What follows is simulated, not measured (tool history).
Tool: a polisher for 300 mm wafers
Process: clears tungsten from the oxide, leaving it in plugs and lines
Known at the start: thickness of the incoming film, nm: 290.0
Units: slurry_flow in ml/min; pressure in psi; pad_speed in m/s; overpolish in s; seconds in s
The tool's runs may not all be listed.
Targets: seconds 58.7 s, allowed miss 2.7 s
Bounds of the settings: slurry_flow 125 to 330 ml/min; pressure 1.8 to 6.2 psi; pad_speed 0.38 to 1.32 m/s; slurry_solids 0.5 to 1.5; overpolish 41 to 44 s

run	day	slurry_flow	pressure	pad_speed	slurry_solids	overpolish	seconds
1	0	210	4	0.84	1	41	72.166
2	0.338	210	4.1	0.84	1	41	69.936
3	0.375	210	4.1	0.84	1	41	71.813
4	0.408	210	4.2	0.84	1	41	68.488
5	0.762	210	4.2	0.84	1	44	68.32
6	0.921	210	4.2	0.84	1	41	68.392
7	0.996	210	4.3	0.84	1	41	66.423
8	1.254	210	4.4	0.84	1	41	65.049
9	1.521	210	4.6	0.84	1	41	62.941

Which of these 4 next moves meets every target?
A	1.788	210	4.3	0.8	0.9	41	?
B	1.788	220	5.1	0.92	0.9	42	?
C	1.788	200	5.2	0.8	1	41	?
D	1.788	245	6.1	0.74	1	41	?

move	seconds
A	71.88
B	53.697
C	59.013
D	52.485
A: further off than the last run
B: takes the result that was furthest off past its target
C: meets every target
D: takes the result that was furthest off past its target
Move C is the one to make.
